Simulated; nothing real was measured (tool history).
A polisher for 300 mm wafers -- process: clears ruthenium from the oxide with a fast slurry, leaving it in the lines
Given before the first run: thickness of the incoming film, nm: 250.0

run  hour  flow of slurry (ml/min)  pressure of the wafer on the pad (psi)  speed of the pad under the wafer (cm/s)  abrasive content of the slurry  overpolish time after the end point (s)  time until the end point was called (s)  dishing of a wide line in a test structure (nm)
  1     0                      165                                     2.3                                       92                               1                                       30                                   72.198                                           76.941
  2   7.7                      165                                     2.3                                       92                             1.1                                       30                                   71.417                                           78.367
  3  14.7                      165                                       2                                       92                             1.1                                       32                                   79.222                                           75.933
  4  16.2                      165                                       2                                      102                             1.1                                       32                                   73.562                                           76.555
  5  21.4                      165                                       2                                      102                             1.1                                       41                                   71.722                                           95.232
  6  27.6                      165                                     1.6                                      102                             1.1                                       41                                    90.87                                           81.146
  7    29                      165                                     1.5                                      102                             1.1                                       41                                   96.454                                           78.964
  8  31.6                      165                                     1.4                                      102                             1.1                                       40                                   100.81                                           72.322

The next listed run, before its measurement:
  9  39.2                      165                                     1.3                                      102                             1.1                                       40                                        ?                                                ?

Logged for run 9: time until the end point was called (s) 109.47, dishing of a wide line in a test structure (nm) 68.588.
